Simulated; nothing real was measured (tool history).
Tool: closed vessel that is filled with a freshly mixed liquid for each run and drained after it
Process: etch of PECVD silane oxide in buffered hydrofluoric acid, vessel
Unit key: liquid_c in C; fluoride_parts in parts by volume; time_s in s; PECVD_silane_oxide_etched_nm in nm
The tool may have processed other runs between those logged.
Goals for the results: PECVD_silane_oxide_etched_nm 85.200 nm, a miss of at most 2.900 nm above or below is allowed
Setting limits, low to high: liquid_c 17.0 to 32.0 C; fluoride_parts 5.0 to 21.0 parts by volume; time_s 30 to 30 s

run,hour,liquid_c,fluoride_parts,time_s,PECVD_silane_oxide_etched_nm
1,0.0,24.0,13.0,30,51.536
2,3.5,25.0,13.0,30,55.847
3,8.8,25.0,13.0,30,54.662
4,13.1,25.0,13.0,30,54.772
5,17.8,25.0,11.0,30,65.405
6,23.8,25.0,11.0,30,64.134
7,30.0,25.5,11.0,30,66.473
8,35.3,26.0,11.0,30,68.040
9,40.3,26.5,11.0,30,69.502
10,45.2,27.0,11.0,30,70.998
11,52.8,31.0,11.0,30,91.181

Which one of the following 4 next-run settings gets every result inside its allowed miss? There is exactly one.
A,60.4,31.0,9.5,30,?
B,60.4,31.5,10.5,30,?
C,60.4,32.0,12.0,30,?
D,60.4,28.5,11.0,30,?

move,PECVD_silane_oxide_etched_nm
A,103.600
B,96.462
C,86.897
D,78.745
A: further off than the last run
B: further off than the last run
C: all results in spec
D: carries the result that was furthest off beyond its target, to the other side
Answer: C
